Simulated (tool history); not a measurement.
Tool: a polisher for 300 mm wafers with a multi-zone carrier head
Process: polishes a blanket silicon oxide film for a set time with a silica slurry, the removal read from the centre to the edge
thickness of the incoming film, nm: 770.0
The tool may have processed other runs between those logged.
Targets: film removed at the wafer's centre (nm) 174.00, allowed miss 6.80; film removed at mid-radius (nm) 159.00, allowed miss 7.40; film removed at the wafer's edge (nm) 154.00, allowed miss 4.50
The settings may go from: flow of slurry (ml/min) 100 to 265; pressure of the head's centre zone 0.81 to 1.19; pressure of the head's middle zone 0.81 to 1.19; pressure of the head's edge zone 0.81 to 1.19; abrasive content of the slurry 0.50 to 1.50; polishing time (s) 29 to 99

run,hour,flow of slurry (ml/min),pressure of the head's centre zone,pressure of the head's middle zone,pressure of the head's edge zone,abrasive content of the slurry,polishing time (s),film removed at the wafer's centre (nm),film removed at mid-radius (nm),film removed at the wafer's edge (nm)
1,0.0,170,1.00,1.00,1.00,1.00,64,213.88,220.06,213.31
2,8.9,170,1.00,1.00,0.96,1.00,64,214.15,217.95,210.92
3,13.3,170,1.00,1.00,1.04,1.00,64,215.61,221.67,221.16
4,16.6,165,1.01,0.98,0.98,0.85,64,198.01,193.52,191.74
5,23.0,135,1.01,0.98,0.98,0.85,64,191.28,191.59,187.43
6,30.1,135,0.98,0.98,0.98,0.85,64,183.58,190.41,188.17
# hour 35.5: worn pad replaced by a new one
7,35.5,130,1.00,0.96,0.93,0.80,64,198.52,201.29,196.83
8,38.5,170,1.10,1.06,1.03,0.55,57,160.57,154.32,143.94
9,39.7,180,1.11,1.05,1.04,0.55,57,161.58,153.97,144.87

4 candidate next runs follow, results not yet known. Just one meets every target within its allowed miss. Identify it.
A,40.9,185,0.98,1.03,1.09,0.55,56,?,?,?
B,40.9,180,1.19,1.11,0.93,0.65,52,?,?,?
C,40.9,180,1.19,1.10,1.17,0.75,45,?,?,?
D,40.9,160,1.03,1.16,1.03,0.60,54,?,?,?

move,film removed at the wafer's centre (nm),film removed at mid-radius (nm),film removed at the wafer's edge (nm)
A,139.89,146.89,147.08
B,180.06,165.09,144.28
C,172.51,156.95,154.65
D,148.76,164.01,145.61
A: lands further from the targets than the last run did
B: lands further from the targets than the last run did
C: all results in spec
D: lands further from the targets than the last run did
Go with C: it meets all targets.
